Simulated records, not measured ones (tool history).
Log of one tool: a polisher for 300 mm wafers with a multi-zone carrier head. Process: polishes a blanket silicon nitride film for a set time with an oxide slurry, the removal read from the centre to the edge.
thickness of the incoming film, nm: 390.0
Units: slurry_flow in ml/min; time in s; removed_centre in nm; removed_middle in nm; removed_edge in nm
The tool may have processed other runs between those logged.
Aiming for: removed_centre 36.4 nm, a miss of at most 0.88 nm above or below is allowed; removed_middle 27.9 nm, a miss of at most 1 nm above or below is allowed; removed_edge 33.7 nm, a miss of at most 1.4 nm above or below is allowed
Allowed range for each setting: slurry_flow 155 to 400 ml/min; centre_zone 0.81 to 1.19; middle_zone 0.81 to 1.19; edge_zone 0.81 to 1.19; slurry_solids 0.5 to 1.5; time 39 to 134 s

| run | hour | slurry_flow | centre_zone | middle_zone | edge_zone | slurry_solids | time | removed_centre | removed_middle | removed_edge |
|---|---|---|---|---|---|---|---|---|---|---|
| 1 | 0 | 255 | 1 | 1 | 1 | 1 | 86 | 39.075 | 39.781 | 38.451 |
| 2 | 5.9 | 300 | 1 | 1 | 1 | 1 | 86 | 39.341 | 40.163 | 39.876 |
| 3 | 14.4 | 300 | 1.01 | 0.98 | 1 | 0.95 | 86 | 38.69 | 38.198 | 38.288 |
| 4 | 18.2 | 300 | 1.02 | 0.96 | 1.01 | 0.9 | 86 | 38.364 | 36.798 | 37.392 |
| 5 | 25.7 | 305 | 1.03 | 0.94 | 1.02 | 0.85 | 86 | 37.273 | 35.411 | 36.579 |
| 6 | 31.6 | 305 | 1.03 | 0.94 | 1.07 | 0.85 | 86 | 37.559 | 34.988 | 36.913 |
|  | 37.1 | worn pad replaced by a new one |
| 7 | 37.1 | 305 | 1.04 | 0.92 | 1.08 | 0.85 | 86 | 43.477 | 39.151 | 43.223 |
| 8 | 41.3 | 305 | 1.04 | 0.92 | 1.08 | 0.85 | 86 | 43.133 | 39.637 | 42.396 |
| 9 | 49.4 | 235 | 1.13 | 0.82 | 1.1 | 0.6 | 80 | 34.844 | 27.233 | 31.676 |
| 10 | 57 | 240 | 1.13 | 0.82 | 1.11 | 0.6 | 80 | 34.765 | 26.866 | 32.803 |

Exercise: of the 4 proposed moves below, exactly one satisfies all targets within the stated allowed misses. Which move is it?
| A | 64.6 | 250 | 1 | 0.83 | 1.12 | 0.55 | 88 | ? | ? | ? |
| B | 64.6 | 250 | 1.08 | 0.84 | 1.19 | 0.6 | 81 | ? | ? | ? |
| C | 64.6 | 215 | 1.14 | 0.81 | 1.11 | 0.5 | 88 | ? | ? | ? |
| D | 64.6 | 195 | 1.14 | 0.82 | 1.11 | 0.5 | 97 | ? | ? | ? |

| move | removed_centre | removed_middle | removed_edge |
|---|---|---|---|
| A | 32.301 | 27.578 | 33.757 |
| B | 34.054 | 27.14 | 33.941 |
| C | 33.864 | 24.896 | 31.067 |
| D | 36.867 | 27.393 | 33.956 |
A: its largest miss is bigger than the last run's
B: its largest miss is bigger than the last run's
C: its largest miss is bigger than the last run's
D: all results land within tolerance of their targets
Correct choice: D, which meets every target

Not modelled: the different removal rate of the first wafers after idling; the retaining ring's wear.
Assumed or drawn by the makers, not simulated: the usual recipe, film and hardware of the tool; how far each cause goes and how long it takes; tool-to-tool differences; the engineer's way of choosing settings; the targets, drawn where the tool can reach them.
